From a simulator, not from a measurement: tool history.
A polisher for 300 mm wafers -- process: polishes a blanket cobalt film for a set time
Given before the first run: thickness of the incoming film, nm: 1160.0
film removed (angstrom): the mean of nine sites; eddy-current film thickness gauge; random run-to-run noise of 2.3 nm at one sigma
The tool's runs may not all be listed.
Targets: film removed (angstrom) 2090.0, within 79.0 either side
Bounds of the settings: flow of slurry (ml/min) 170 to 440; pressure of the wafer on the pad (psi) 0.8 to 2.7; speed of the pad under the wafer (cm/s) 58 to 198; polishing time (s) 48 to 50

run  hour  flow of slurry (ml/min)  pressure of the wafer on the pad (psi)  speed of the pad under the wafer (cm/s)  polishing time (s)  film removed (angstrom)
  1   0.0                      280                                     1.7                                      128                  48                   2808.6
  2   2.4                      280                                     1.7                                      128                  48                   2805.8
  3   4.4                      215                                     1.7                                      128                  48                   2643.5
  4   9.0                      215                                     1.7                                      128                  50                   2821.0
  5   9.8                      215                                     1.7                                      128                  48                   2657.3
  6  14.8                      215                                     1.9                                      128                  48                   2881.6
  7  20.3                      210                                     1.7                                      126                  48                   2599.0
  8  23.8                      210                                     1.2                                      124                  48                   1947.7
  9  27.5                      220                                     1.2                                      124                  48                   2002.7
 10  33.4                      225                                     1.2                                      124                  48                   1996.8

5 candidate next runs follow, results not yet known. Just one meets every target within its allowed miss. Identify it.
  A  39.3                      205                                     1.1                                      130                  48                        ?
  B  39.3                      235                                     1.0                                      140                  50                        ?
  C  39.3                      185                                     1.1                                      126                  50                        ?
  D  39.3                      250                                     0.9                                      142                  48                        ?
  E  39.3                      195                                     1.1                                      128                  49                        ?

move  film removed (angstrom)
   A                   1918.8
   B                   2044.6
   C                   1905.8
   D                   1868.8
   E                   1913.9
A: misses by more than the last run did
B: each result inside its tolerance
C: misses by more than the last run did
D: misses by more than the last run did
E: misses by more than the last run did
Go with B: it meets all targets.

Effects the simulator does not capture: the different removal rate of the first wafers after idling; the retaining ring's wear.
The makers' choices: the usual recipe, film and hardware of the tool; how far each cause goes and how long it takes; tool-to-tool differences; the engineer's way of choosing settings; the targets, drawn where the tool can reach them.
